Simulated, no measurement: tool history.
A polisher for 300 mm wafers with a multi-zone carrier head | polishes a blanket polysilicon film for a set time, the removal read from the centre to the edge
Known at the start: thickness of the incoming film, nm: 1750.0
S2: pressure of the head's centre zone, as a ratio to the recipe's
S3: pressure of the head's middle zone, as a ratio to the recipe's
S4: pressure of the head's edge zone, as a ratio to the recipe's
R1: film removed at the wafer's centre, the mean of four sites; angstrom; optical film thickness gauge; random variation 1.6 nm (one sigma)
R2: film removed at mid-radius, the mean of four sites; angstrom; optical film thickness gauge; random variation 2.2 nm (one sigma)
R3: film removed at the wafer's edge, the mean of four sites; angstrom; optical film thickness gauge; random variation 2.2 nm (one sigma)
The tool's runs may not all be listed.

run 1 hour=0 | flow_of_slurry_(ml/min)=180 S2=1 S3=1 S4=1 polishing_time_(s)=40 | R1=1941.8 R2=1954.1 R3=1896.4
run 2 hour=7.5 | flow_of_slurry_(ml/min)=180 S2=1 S3=1 S4=1.05 polishing_time_(s)=40 | R1=1996.6 R2=1892.7 R3=1999.1
run 3 hour=12.5 | flow_of_slurry_(ml/min)=180 S2=1 S3=1 S4=1.09 polishing_time_(s)=40 | R1=1959 R2=1950 R3=2031
run 4 hour=16.3 | flow_of_slurry_(ml/min)=135 S2=1 S3=1 S4=1.09 polishing_time_(s)=40 | R1=1848.3 R2=1811.1 R3=1887.1
run 5 hour=18.5 | flow_of_slurry_(ml/min)=135 S2=1 S3=1.06 S4=1.09 polishing_time_(s)=40 | R1=1864.4 R2=1911.9 R3=1866.5
run 6 hour=25.8 | flow_of_slurry_(ml/min)=135 S2=1 S3=1.1 S4=1.09 polishing_time_(s)=40 | R1=1872.8 R2=1941.7 R3=1944
run 7 hour=28.2 | flow_of_slurry_(ml/min)=130 S2=0.99 S3=1.1 S4=1.07 polishing_time_(s)=40 | R1=1817.9 R2=1969.8 R3=1891.8
run 8 hour=32.7 | flow_of_slurry_(ml/min)=130 S2=0.98 S3=1.1 S4=1.06 polishing_time_(s)=40 | R1=1849.7 R2=1963.5 R3=1873

Run 9 comes next. What will it give?
run 9 hour=33.8 | flow_of_slurry_(ml/min)=130 S2=0.97 S3=1.1 S4=1.06 polishing_time_(s)=40 | R1=? R2=? R3=?

Run 9 gave R1 1807.8 angstrom, R2 1943.7 angstrom, R3 1864.7 angstrom.

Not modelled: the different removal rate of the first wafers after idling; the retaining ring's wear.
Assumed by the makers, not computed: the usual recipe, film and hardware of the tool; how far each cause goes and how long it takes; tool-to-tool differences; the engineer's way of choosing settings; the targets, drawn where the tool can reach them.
